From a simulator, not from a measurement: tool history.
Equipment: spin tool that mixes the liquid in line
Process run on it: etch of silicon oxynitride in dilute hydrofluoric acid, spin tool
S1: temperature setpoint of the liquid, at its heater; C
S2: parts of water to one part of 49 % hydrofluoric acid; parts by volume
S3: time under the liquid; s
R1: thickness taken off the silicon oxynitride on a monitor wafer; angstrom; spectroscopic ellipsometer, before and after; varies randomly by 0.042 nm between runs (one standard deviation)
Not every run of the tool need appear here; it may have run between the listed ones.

{"run": 1, "hour": 0.0, "S1": 23.0, "S2": 270, "S3": 70, "R1": 3.2555}
{"run": 2, "hour": 1.6, "S1": 24.0, "S2": 225, "S3": 70, "R1": 3.9854}
{"run": 3, "hour": 7.0, "S1": 24.0, "S2": 225, "S3": 50, "R1": 2.8699}
{"run": 4, "hour": 8.5, "S1": 22.0, "S2": 225, "S3": 50, "R1": 2.5466}
{"run": 5, "hour": 10.5, "S1": 24.0, "S2": 190, "S3": 55, "R1": 3.9203}
{"run": 6, "hour": 19.2, "S1": 21.0, "S2": 190, "S3": 55, "R1": 3.4398}
{"run": 7, "hour": 21.0, "S1": 23.0, "S2": 160, "S3": 60, "R1": 4.8839}
{"run": 8, "hour": 26.3, "S1": 23.5, "S2": 140, "S3": 60, "R1": 5.5421}
{"run": 9, "hour": 32.1, "S1": 24.0, "S2": 125, "S3": 60, "R1": 6.3841}

Run 10 is up next; what results do you expect?
{"run": 10, "hour": 40.7, "S1": 24.0, "S2": 125, "S3": 60, "R1": "?"}

Run 10 measured R1 6.9317 angstrom.
